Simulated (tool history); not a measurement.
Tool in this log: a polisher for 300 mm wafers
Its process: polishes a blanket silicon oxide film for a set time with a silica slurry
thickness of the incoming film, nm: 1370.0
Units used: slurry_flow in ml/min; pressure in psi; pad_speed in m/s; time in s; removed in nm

Run 1, hour 0: slurry_flow 185 ml/min, pressure 3.5 psi, pad_speed 1.5 m/s, slurry_solids 1, time 49 s. Result: removed 160.17 nm.
Run 2, hour 7.4: slurry_flow 140 ml/min, pressure 3.5 psi, pad_speed 1.5 m/s, slurry_solids 1, time 49 s. Result: removed 149.48 nm.
Run 3, hour 10.4: slurry_flow 135 ml/min, pressure 2.9 psi, pad_speed 1.48 m/s, slurry_solids 1, time 49 s. Result: removed 123.47 nm.
Run 4, hour 18.7: slurry_flow 135 ml/min, pressure 2.9 psi, pad_speed 1.8 m/s, slurry_solids 1, time 49 s. Result: removed 141.99 nm.
Run 5, hour 21.7: slurry_flow 135 ml/min, pressure 2.9 psi, pad_speed 2.02 m/s, slurry_solids 1, time 49 s. Result: removed 151.83 nm.
Run 6, hour 23.8: slurry_flow 165 ml/min, pressure 2.9 psi, pad_speed 2.02 m/s, slurry_solids 1, time 49 s. Result: removed 160.81 nm.
Run 7, hour 32.2: slurry_flow 155 ml/min, pressure 2.5 psi, pad_speed 1.88 m/s, slurry_solids 1, time 49 s. Result: removed 127.4 nm.

For run 8, what comes out?
Run 8, hour 33.6: slurry_flow 155 ml/min, pressure 2.2 psi, pad_speed 1.84 m/s, slurry_solids 1, time 49 s. Result: removed ?.

{"run 8": {"removed": 112.7}}

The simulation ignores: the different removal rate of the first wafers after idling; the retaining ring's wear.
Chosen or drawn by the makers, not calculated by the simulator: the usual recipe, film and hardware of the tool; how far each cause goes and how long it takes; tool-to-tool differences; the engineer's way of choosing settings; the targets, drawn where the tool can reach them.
